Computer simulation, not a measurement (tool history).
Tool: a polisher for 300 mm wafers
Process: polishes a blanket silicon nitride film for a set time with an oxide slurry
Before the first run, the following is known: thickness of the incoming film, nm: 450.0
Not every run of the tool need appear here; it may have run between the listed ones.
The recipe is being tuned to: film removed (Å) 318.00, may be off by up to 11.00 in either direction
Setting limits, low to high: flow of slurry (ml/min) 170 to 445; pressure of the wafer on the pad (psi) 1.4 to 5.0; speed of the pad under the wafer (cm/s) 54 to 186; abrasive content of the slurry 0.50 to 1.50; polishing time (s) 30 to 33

run,hour,flow of slurry (ml/min),pressure of the wafer on the pad (psi),speed of the pad under the wafer (cm/s),abrasive content of the slurry,polishing time (s),film removed (Å)
1,0.0,285,3.2,118,1.00,33,197.03
2,2.2,285,3.2,118,0.80,33,178.56
3,9.6,285,3.8,120,0.80,33,210.83
4,13.2,285,3.8,120,0.80,30,193.49
5,19.2,285,4.2,130,0.80,30,225.06
6,22.1,285,4.2,130,0.80,33,250.42
7,27.6,285,4.2,130,0.80,33,243.51
8,32.5,285,4.5,134,0.80,33,267.48
9,35.7,285,4.7,136,0.80,33,280.38

Which one of the following 4 next-run settings gets every result inside its allowed miss? There is exactly one.
A,38.9,270,4.6,148,0.80,33,?
B,38.9,300,4.8,138,0.85,33,?
C,38.9,320,5.0,142,0.80,33,?
D,38.9,185,4.5,126,0.80,31,?

move,film removed (Å)
A,294.00
B,300.79
C,311.99
D,228.65
A: moves toward the targets from the last run without getting all of them in spec
B: moves toward the targets from the last run without getting all of them in spec
C: every result within its allowed miss
D: moves away from the targets compared with the last run
Go with C: it meets all targets.
